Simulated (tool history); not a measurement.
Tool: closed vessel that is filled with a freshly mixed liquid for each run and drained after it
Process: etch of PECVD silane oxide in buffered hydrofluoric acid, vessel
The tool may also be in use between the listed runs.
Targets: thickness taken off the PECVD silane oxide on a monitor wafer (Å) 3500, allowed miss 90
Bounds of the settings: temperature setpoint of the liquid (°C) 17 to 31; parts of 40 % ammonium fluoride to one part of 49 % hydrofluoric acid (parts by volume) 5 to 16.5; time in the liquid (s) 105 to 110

run  hour  temperature setpoint of the liquid (°C)  parts of 40 % ammonium fluoride to one part of 49 % hydrofluoric acid (parts by volume)  time in the liquid (s)  thickness taken off the PECVD silane oxide on a monitor wafer (Å)
  1     0                                       23                                                                                       10                     105                                                             2879.1
  2   4.1                                       23                                                                                       10                     110                                                             3044.3
  3   9.8                                       23                                                                                     12.5                     110                                                             2428.7
  4  12.2                                       24                                                                                     12.5                     110                                                             2554.3
  5  18.2                                       25                                                                                     12.5                     110                                                             2692.9
  6  25.2                                       26                                                                                     12.5                     110                                                             2848.7
  7  26.6                                     26.5                                                                                     12.5                     110                                                             2873.2
  8    31                                       27                                                                                     12.5                     110                                                             3009.4
  9  39.8                                     27.5                                                                                     12.5                     110                                                             3078.3
 10  42.9                                       28                                                                                     12.5                     110                                                             3182.9

4 next moves are on the table. One of them brings every result within its allowed miss. Which?
  A    46                                     29.5                                                                                     12.5                     105                                                                  ?
  B    46                                     28.5                                                                                       11                     105                                                                  ?
  C    46                                       29                                                                                     12.5                     110                                                                  ?
  D    46                                     27.5                                                                                       11                     105                                                                  ?

move  thickness taken off the PECVD silane oxide on a monitor wafer (Å)
   A                                                             3235.7
   B                                                             3476.8
   C                                                             3301.5
   D                                                             3296.8
A: nearer than the last run, and not there yet
B: meets every target
C: nearer than the last run, and not there yet
D: nearer than the last run, and not there yet
Move B is the one to make.
